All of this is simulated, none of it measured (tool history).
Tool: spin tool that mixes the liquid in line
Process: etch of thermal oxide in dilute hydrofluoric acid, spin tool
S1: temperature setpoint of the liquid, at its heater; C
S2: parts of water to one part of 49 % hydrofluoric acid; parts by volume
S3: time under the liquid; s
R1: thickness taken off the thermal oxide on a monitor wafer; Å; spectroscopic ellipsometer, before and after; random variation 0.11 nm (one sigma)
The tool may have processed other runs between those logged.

run	hour	S1	S2	S3	R1
1	0.0	23.0	185	320	82.262
2	8.0	21.5	185	320	76.327
3	9.7	22.5	185	320	78.206
4	17.0	19.5	185	320	69.615
5	24.4	21.0	185	320	75.131
6	30.4	22.0	185	320	77.608
7	34.0	23.0	185	320	80.371

The next listed run, before its measurement:
8	41.0	24.0	180	320	?

R1: 86.927 Å
